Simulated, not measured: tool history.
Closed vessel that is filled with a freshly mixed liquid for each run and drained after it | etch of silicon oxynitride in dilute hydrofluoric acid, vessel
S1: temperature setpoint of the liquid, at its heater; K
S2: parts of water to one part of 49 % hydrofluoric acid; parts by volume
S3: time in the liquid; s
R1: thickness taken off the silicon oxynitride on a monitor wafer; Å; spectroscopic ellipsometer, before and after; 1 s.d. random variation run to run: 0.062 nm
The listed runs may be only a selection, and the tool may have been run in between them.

Run 1, hour 0.0: S1 297.15 K, S2 50 parts by volume, S3 90 s. Result: R1 89.751 Å.
Run 2, hour 8.8: S1 297.15 K, S2 50 parts by volume, S3 95 s. Result: R1 94.183 Å.
Run 3, hour 10.6: S1 294.65 K, S2 50 parts by volume, S3 95 s. Result: R1 84.765 Å.
Run 4, hour 14.8: S1 297.15 K, S2 50 parts by volume, S3 95 s. Result: R1 94.814 Å.
Run 5, hour 16.1: S1 294.65 K, S2 50 parts by volume, S3 95 s. Result: R1 83.523 Å.
Run 6, hour 16.9: S1 294.65 K, S2 50 parts by volume, S3 90 s. Result: R1 79.947 Å.
Run 7, hour 22.5: S1 295.65 K, S2 50 parts by volume, S3 90 s. Result: R1 83.556 Å.
Run 8, hour 30.4: S1 296.15 K, S2 50 parts by volume, S3 90 s. Result: R1 85.665 Å.
Run 9, hour 39.0: S1 296.15 K, S2 50 parts by volume, S3 90 s. Result: R1 86.030 Å.
Run 10, hour 42.4: S1 296.65 K, S2 50 parts by volume, S3 90 s. Result: R1 86.968 Å.
Run 11, hour 48.1: S1 297.15 K, S2 50 parts by volume, S3 90 s. Result: R1 90.933 Å.

What does the tool deliver on the next run?
Run 12, hour 55.0: S1 297.65 K, S2 50 parts by volume, S3 90 s. Result: R1 ?.

For run 12 the tool returned R1 92.143 Å.

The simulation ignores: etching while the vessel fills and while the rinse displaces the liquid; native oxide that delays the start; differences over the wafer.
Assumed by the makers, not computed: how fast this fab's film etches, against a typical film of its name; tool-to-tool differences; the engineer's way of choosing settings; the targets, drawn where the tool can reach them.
